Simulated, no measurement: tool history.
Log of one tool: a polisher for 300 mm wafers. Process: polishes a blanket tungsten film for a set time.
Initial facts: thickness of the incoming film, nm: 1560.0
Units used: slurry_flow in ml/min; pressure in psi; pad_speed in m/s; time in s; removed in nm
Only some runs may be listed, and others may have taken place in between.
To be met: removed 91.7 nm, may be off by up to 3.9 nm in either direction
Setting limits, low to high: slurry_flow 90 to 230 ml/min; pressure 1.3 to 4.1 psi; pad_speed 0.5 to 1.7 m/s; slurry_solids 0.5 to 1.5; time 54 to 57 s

| run | hour | slurry_flow | pressure | pad_speed | slurry_solids | time | removed |
|---|---|---|---|---|---|---|---|
| 1 | 0 | 150 | 2.7 | 1.1 | 1 | 54 | 173.14 |
| 2 | 6 | 150 | 3.3 | 1.1 | 1 | 54 | 207.5 |
| 3 | 12.9 | 150 | 3.1 | 1.08 | 1 | 54 | 191.83 |
| 4 | 14.7 | 125 | 3.1 | 1.08 | 1 | 54 | 190.44 |
| 5 | 19.3 | 125 | 2.9 | 1.06 | 1 | 54 | 177.52 |
| 6 | 20.2 | 125 | 2.7 | 1.04 | 1 | 54 | 160.18 |
| 7 | 27.7 | 125 | 2.6 | 1.02 | 1 | 54 | 154.43 |
| 8 | 30.7 | 125 | 2.5 | 1 | 1 | 54 | 144.08 |
| 9 | 34.1 | 120 | 1.8 | 0.96 | 1 | 54 | 101.29 |
| 10 | 35.4 | 120 | 1.7 | 0.96 | 1 | 54 | 97.988 |

Which single option among these 5 for the next run brings every result within its allowed miss of target? Just one does.
| A | 36.7 | 115 | 1.7 | 0.84 | 1 | 55 | ? |
| B | 36.7 | 110 | 1.9 | 0.8 | 1.2 | 57 | ? |
| C | 36.7 | 150 | 2.1 | 0.78 | 1 | 54 | ? |
| D | 36.7 | 100 | 1.6 | 1.06 | 1.05 | 57 | ? |
| E | 36.7 | 100 | 1.9 | 0.82 | 1.2 | 57 | ? |

| move | removed |
|---|---|
| A | 89.287 |
| B | 103.82 |
| C | 106.44 |
| D | 101.02 |
| E | 103.87 |
A: every result lands within tolerance
B: further off than the last run
C: further off than the last run
D: further off than the last run
E: further off than the last run
A is the move that brings every result within its allowed miss.
